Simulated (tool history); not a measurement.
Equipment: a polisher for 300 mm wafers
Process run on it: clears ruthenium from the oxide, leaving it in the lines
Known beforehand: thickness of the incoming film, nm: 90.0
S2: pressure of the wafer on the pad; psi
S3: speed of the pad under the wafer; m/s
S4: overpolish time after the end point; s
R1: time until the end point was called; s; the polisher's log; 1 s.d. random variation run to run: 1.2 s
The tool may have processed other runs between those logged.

run 1 hour=0 | flow_of_slurry_(ml/min)=225 S2=2.6 S3=1.22 S4=6 | R1=54.05
run 2 hour=6.1 | flow_of_slurry_(ml/min)=225 S2=2.4 S3=1.2 S4=6 | R1=57.663
run 3 hour=14.3 | flow_of_slurry_(ml/min)=225 S2=2.2 S3=1.16 S4=6 | R1=65.282
run 4 hour=21.2 | flow_of_slurry_(ml/min)=225 S2=2 S3=1.14 S4=6 | R1=70.103
run 5 hour=27 | flow_of_slurry_(ml/min)=225 S2=1.9 S3=1.12 S4=6 | R1=77.072
run 6 hour=35.1 | flow_of_slurry_(ml/min)=225 S2=1.8 S3=1.12 S4=6 | R1=78.786

Run 7 comes next. What will it give?
run 7 hour=43.2 | flow_of_slurry_(ml/min)=225 S2=1.7 S3=1.12 S4=6 | R1=?

{"run 7": {"R1": 81.711}}

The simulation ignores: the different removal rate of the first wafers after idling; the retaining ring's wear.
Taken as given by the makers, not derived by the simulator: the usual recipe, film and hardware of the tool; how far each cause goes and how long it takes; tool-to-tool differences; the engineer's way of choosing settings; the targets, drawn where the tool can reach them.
